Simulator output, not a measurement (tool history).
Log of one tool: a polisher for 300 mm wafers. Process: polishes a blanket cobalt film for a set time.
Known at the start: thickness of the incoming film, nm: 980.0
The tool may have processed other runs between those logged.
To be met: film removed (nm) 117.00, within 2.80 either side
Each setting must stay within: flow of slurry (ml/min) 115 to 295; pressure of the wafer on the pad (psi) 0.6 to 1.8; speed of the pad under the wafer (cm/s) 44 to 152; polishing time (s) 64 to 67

| run | hour | flow of slurry (ml/min) | pressure of the wafer on the pad (psi) | speed of the pad under the wafer (cm/s) | polishing time (s) | film removed (nm) |
|---|---|---|---|---|---|---|
| 1 | 0.0 | 190 | 1.2 | 98 | 64 | 176.65 |
| 2 | 1.1 | 190 | 1.0 | 98 | 64 | 149.12 |
| 3 | 5.5 | 185 | 0.9 | 98 | 64 | 134.71 |
| 4 | 6.6 | 185 | 1.1 | 98 | 64 | 163.29 |
| 5 | 15.1 | 185 | 1.0 | 98 | 64 | 146.57 |
|  | 21.3 | slurry nozzle cleaned |
| 6 | 21.3 | 185 | 1.0 | 118 | 64 | 174.82 |
| 7 | 26.3 | 180 | 0.9 | 118 | 64 | 154.48 |
| 8 | 34.0 | 170 | 0.9 | 118 | 64 | 156.55 |

Next run, 4 choices. One meets every target within its allowed miss, the rest don't. Which?
| A | 41.7 | 165 | 0.7 | 104 | 64 | ? |
| B | 41.7 | 145 | 0.7 | 106 | 64 | ? |
| C | 41.7 | 160 | 0.7 | 112 | 64 | ? |
| D | 41.7 | 215 | 0.7 | 112 | 64 | ? |

| move | film removed (nm) |
|---|---|
| A | 111.83 |
| B | 110.51 |
| C | 117.01 |
| D | 122.55 |
A: takes the result that was furthest off past its target
B: takes the result that was furthest off past its target
C: in spec on every target
D: gains on the last run, yet a result remains outside its allowed miss
Move C is the one to make.
